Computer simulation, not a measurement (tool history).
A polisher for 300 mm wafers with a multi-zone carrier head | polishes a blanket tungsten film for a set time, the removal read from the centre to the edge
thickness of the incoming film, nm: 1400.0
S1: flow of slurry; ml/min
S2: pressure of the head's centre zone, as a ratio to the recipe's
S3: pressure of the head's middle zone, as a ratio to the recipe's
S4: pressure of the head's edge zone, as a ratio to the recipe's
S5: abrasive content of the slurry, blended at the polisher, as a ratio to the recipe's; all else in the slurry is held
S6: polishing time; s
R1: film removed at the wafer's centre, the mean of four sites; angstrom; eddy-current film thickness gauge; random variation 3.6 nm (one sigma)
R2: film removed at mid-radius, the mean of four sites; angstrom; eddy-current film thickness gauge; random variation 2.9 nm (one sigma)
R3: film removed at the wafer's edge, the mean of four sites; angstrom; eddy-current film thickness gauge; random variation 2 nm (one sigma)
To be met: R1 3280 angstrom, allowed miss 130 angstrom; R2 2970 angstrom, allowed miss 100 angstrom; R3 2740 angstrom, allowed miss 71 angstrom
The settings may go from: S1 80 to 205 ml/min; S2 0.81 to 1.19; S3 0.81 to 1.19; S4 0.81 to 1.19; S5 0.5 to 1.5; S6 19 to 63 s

| run | hour | S1 | S2 | S3 | S4 | S5 | S6 | R1 | R2 | R3 |
|---|---|---|---|---|---|---|---|---|---|---|
| 1 | 0 | 135 | 1 | 1 | 1 | 1 | 41 | 2421.5 | 2245.7 | 2339.1 |
| 2 | 6.4 | 145 | 1.02 | 1.02 | 1.01 | 1.05 | 41 | 2461.5 | 2396.3 | 2399.6 |
| 3 | 10.4 | 130 | 1.02 | 1.02 | 1.01 | 1.05 | 41 | 2427.8 | 2278.9 | 2356.5 |
| 4 | 17.7 | 130 | 1.08 | 1.02 | 1.01 | 1.05 | 41 | 2510.6 | 2241.8 | 2352.1 |
| 5 | 21.9 | 130 | 1.16 | 1.02 | 1.01 | 1.05 | 41 | 2802.3 | 2276.1 | 2375.2 |
| 6 | 24.6 | 130 | 1.16 | 1.02 | 1.01 | 1.25 | 41 | 2787 | 2359.1 | 2444.7 |
| 7 | 30.3 | 140 | 1.16 | 1.03 | 1.01 | 1.25 | 41 | 2867.8 | 2464.7 | 2498.9 |
| 8 | 35.3 | 175 | 1.17 | 1.09 | 1.01 | 1.25 | 41 | 3003.2 | 2650.5 | 2536.9 |

5 next moves are on the table. One of them brings every result within its allowed miss. Which?
| A | 40.3 | 145 | 1.04 | 1.02 | 1.19 | 1.3 | 42 | ? | ? | ? |
| B | 40.3 | 185 | 1.15 | 0.96 | 1.02 | 1.1 | 47 | ? | ? | ? |
| C | 40.3 | 165 | 1.13 | 0.93 | 1.19 | 1.4 | 40 | ? | ? | ? |
| D | 40.3 | 140 | 1.02 | 0.95 | 1.18 | 1.5 | 41 | ? | ? | ? |
| E | 40.3 | 180 | 1.17 | 1.12 | 1.01 | 1.3 | 44 | ? | ? | ? |

| move | R1 | R2 | R3 |
|---|---|---|---|
| A | 2688 | 2505.7 | 2786.6 |
| B | 3376.9 | 2689.2 | 2880.3 |
| C | 2901.8 | 2295.7 | 2745.4 |
| D | 2628.3 | 2356.9 | 2778.5 |
| E | 3313.7 | 2954 | 2760.1 |
A: further off than the last run
B: nearer than the last run, and not there yet
C: further off than the last run
D: further off than the last run
E: meets every target
Move E is the one to make.

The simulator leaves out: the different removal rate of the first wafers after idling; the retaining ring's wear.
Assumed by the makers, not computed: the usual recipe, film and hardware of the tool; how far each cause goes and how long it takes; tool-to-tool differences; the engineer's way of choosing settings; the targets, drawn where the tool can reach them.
